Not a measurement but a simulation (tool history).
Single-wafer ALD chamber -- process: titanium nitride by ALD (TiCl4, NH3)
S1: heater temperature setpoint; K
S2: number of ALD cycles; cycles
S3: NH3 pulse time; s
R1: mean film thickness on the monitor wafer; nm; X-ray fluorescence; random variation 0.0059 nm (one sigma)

{"run": 1, "day": 0.0, "S1": 698.15, "S2": 136, "S3": 3.08, "R1": 3.0331}
{"run": 2, "day": 0.275, "S1": 698.15, "S2": 136, "S3": 2.76, "R1": 3.0186}
{"run": 3, "day": 0.592, "S1": 706.15, "S2": 136, "S3": 2.76, "R1": 3.0175}
{"run": 4, "day": 0.733, "S1": 706.15, "S2": 136, "S3": 2.76, "R1": 3.0221}
{"run": 5, "day": 0.938, "S1": 706.15, "S2": 140, "S3": 2.76, "R1": 3.1025}
{"run": 6, "day": 1.225, "S1": 709.15, "S2": 139, "S3": 2.44, "R1": 3.0707}
{"run": 7, "day": 1.408, "S1": 712.15, "S2": 138, "S3": 2.18, "R1": 3.0347}
{"run": 8, "day": 1.446, "S1": 714.15, "S2": 138, "S3": 1.97, "R1": 3.0166}
{"day": 1.504, "done": "thermocouple changed; heater temperature recalibrated"}
{"run": 9, "day": 1.504, "S1": 716.15, "S2": 138, "S3": 1.8, "R1": 3.0248}
{"run": 10, "day": 1.604, "S1": 717.15, "S2": 138, "S3": 1.67, "R1": 2.9924}
{"run": 11, "day": 1.758, "S1": 718.15, "S2": 138, "S3": 1.56, "R1": 3.0032}
{"run": 12, "day": 2.121, "S1": 706.15, "S2": 136, "S3": 1.11, "R1": 2.8212}
{"run": 13, "day": 2.242, "S1": 706.15, "S2": 136, "S3": 1.11, "R1": 2.8121}
{"run": 14, "day": 2.571, "S1": 707.15, "S2": 136, "S3": 1.11, "R1": 2.8181}
{"run": 15, "day": 2.929, "S1": 708.15, "S2": 136, "S3": 1.11, "R1": 2.8142}
{"run": 16, "day": 3.258, "S1": 709.15, "S2": 136, "S3": 1.11, "R1": 2.812}

The next listed run, before its measurement:
{"run": 17, "day": 3.521, "S1": 710.15, "S2": 136, "S3": 1.11, "R1": "?"}

{"run 17": {"R1": 2.8233}}
